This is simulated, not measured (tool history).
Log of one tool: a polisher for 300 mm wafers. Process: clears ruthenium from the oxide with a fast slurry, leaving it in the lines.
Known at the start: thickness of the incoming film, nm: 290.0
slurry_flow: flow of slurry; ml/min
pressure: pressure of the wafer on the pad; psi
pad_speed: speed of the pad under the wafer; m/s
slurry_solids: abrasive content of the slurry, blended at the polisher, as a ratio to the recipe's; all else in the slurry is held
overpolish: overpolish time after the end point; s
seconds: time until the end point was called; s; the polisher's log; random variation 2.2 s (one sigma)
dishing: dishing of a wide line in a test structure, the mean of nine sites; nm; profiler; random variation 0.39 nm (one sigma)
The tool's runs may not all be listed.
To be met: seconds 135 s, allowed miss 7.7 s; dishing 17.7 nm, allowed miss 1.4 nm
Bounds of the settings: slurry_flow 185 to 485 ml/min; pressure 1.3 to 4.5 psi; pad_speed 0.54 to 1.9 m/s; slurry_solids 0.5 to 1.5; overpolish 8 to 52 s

| run | hour | slurry_flow | pressure | pad_speed | slurry_solids | overpolish | seconds | dishing |
|---|---|---|---|---|---|---|---|---|
| 1 | 0 | 310 | 2.9 | 1.22 | 1 | 26 | 60.6 | 18.139 |
| 2 | 4.9 | 310 | 2.5 | 1.14 | 1 | 25 | 67.852 | 18.85 |
| 3 | 13.2 | 310 | 2.1 | 1.14 | 1 | 25 | 78.952 | 18.032 |
| 4 | 13.9 | 305 | 1.9 | 1.04 | 0.95 | 25 | 90.652 | 18.54 |
| 5 | 19.6 | 230 | 1.9 | 1.04 | 0.95 | 25 | 99.917 | 18.362 |
| 6 | 23.1 | 285 | 1.9 | 1.04 | 0.95 | 25 | 94.474 | 18.613 |
|  | 30.4 | slurry nozzle cleaned |
| 7 | 30.4 | 255 | 1.7 | 1.02 | 0.95 | 24 | 98.036 | 17.949 |
| 8 | 38.9 | 275 | 1.3 | 0.72 | 0.9 | 25 | 161.04 | 16.343 |
| 9 | 46.8 | 260 | 1.5 | 0.74 | 0.85 | 26 | 151.85 | 17.1 |
| 10 | 48.7 | 260 | 1.6 | 0.74 | 0.85 | 26 | 148.05 | 16.861 |

Which of these 4 next moves meets every target?
| A | 50.6 | 185 | 1.3 | 1.02 | 0.5 | 33 | ? | ? |
| B | 50.6 | 250 | 1.3 | 0.84 | 0.7 | 32 | ? | ? |
| C | 50.6 | 200 | 1.3 | 1.12 | 0.55 | 28 | ? | ? |
| D | 50.6 | 275 | 1.3 | 0.8 | 0.75 | 31 | ? | ? |

| move | seconds | dishing |
|---|---|---|
| A | 162.8 | 17.154 |
| B | 159.24 | 17.127 |
| C | 139.95 | 17.114 |
| D | 159.83 | 17.016 |
A: further off than the last run
B: further off than the last run
C: meets every target
D: further off than the last run
Move C is the one to make.

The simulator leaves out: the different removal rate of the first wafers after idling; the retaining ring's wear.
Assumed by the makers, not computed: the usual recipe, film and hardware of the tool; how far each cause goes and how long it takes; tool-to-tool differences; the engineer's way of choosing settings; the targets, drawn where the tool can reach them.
